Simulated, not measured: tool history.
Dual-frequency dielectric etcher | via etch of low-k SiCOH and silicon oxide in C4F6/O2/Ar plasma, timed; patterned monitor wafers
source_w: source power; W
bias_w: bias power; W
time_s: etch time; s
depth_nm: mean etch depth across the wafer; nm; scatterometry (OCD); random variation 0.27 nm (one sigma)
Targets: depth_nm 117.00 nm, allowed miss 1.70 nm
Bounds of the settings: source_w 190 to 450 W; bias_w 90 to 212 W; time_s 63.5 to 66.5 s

run  hour  source_w  bias_w  time_s  depth_nm
  1   0.0       320     151    63.5    127.93
  2   3.6       300     150    63.5    125.23
  3   4.4       300     150    66.5    131.45
  4   8.6       280     149    66.5    128.02
  5  12.3       260     148    66.5    125.45
  6  19.4       240     147    66.5    121.42
  7  20.1       230     147    66.5    120.35
  8  25.6       220     147    66.5    118.78

Which of these 4 next moves meets every target?
  A  31.1       240     158    64.0         ?
  B  31.1       330     128    65.0         ?
  C  31.1       230     139    66.5         ?
  D  31.1       240     151    65.5         ?

move  depth_nm
   A    121.55
   B    122.02
   C    116.95
   D    121.61
A: further off than the last run
B: further off than the last run
C: meets every target
D: further off than the last run
The right move is C.
